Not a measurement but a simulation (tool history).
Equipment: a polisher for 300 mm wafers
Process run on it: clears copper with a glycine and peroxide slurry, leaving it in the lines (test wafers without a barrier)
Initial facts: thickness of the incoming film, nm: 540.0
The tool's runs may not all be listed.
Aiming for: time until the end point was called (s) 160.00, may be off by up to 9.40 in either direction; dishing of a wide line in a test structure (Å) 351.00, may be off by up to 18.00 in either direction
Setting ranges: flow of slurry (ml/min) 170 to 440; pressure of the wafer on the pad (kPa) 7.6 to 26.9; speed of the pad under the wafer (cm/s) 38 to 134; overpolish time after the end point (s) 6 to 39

run	day	flow of slurry (ml/min)	pressure of the wafer on the pad (kPa)	speed of the pad under the wafer (cm/s)	overpolish time after the end point (s)	time until the end point was called (s)	dishing of a wide line in a test structure (Å)
1	0.000	280	17.2	86	20	122.13	602.40
2	0.342	280	15.2	86	18	131.62	506.84
3	0.646	280	13.8	86	17	140.71	449.97
4	0.983	280	13.1	86	16	146.99	421.33
5	1.279	280	13.1	104	16	128.16	474.43
6	1.346	280	13.1	104	19	125.34	536.76
7	1.408	275	9.0	94	12	177.72	268.36
8	1.717	275	9.7	94	13	170.61	302.84

Which one of the following 4 next-run settings gets every result inside its allowed miss? There is exactly one.
A	2.025	360	11.7	78	17	?	?
B	2.025	290	13.1	78	14	?	?
C	2.025	275	9.0	80	17	?	?
D	2.025	295	8.3	86	18	?	?

move	time until the end point was called (s)	dishing of a wide line in a test structure (Å)
A	172.76	393.69
B	161.94	352.30
C	206.34	334.52
D	206.38	350.12
A: the result that was furthest off in the last run now lies on the other side of its target
B: in spec on every target
C: brings the result that was furthest off to its target, and leaves another outside
D: brings the result that was furthest off to its target, and leaves another outside
B is the move that brings every result within its allowed miss.
